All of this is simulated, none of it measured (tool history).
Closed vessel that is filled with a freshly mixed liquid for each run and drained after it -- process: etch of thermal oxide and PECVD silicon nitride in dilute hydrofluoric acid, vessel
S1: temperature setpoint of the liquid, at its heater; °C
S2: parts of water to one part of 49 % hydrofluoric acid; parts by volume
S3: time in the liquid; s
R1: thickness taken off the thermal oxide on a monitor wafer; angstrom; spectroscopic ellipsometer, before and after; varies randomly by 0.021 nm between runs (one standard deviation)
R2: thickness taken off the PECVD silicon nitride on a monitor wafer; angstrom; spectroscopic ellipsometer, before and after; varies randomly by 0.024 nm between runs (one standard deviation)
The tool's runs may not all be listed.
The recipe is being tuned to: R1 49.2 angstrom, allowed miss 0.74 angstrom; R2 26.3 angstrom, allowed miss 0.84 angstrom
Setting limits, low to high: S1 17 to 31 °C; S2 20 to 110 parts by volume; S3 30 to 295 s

| run | hour | S1 | S2 | S3 | R1 | R2 |
|---|---|---|---|---|---|---|
| 1 | 0 | 23 | 60 | 150 | 117.15 | 57.067 |
| 2 | 2.3 | 23 | 50 | 150 | 142.68 | 68.758 |
| 3 | 4.9 | 23 | 60 | 150 | 116.66 | 56.893 |
| 4 | 7.2 | 23 | 60 | 100 | 77.57 | 38.359 |
| 5 | 8.2 | 23 | 75 | 100 | 61.343 | 30.816 |
| 6 | 11 | 26 | 75 | 100 | 68.918 | 37.114 |
| 7 | 16.3 | 23.5 | 95 | 105 | 50.345 | 26.241 |
| 8 | 17.8 | 24 | 95 | 105 | 51.772 | 27.286 |

Pick the move, out of 4, that brings all results within their allowed miss; only one does.
| A | 19.3 | 25 | 110 | 110 | ? | ? |
| B | 19.3 | 27.5 | 100 | 90 | ? | ? |
| C | 19.3 | 27 | 80 | 70 | ? | ? |
| D | 19.3 | 25 | 80 | 80 | ? | ? |

| move | R1 | R2 |
|---|---|---|
| A | 47.475 | 25.944 |
| B | 47.672 | 27.424 |
| C | 46.699 | 25.789 |
| D | 49.315 | 25.856 |
A: takes the result that was furthest off past its target
B: takes the result that was furthest off past its target
C: takes the result that was furthest off past its target
D: in spec on every target
D is the move that brings every result within its allowed miss.
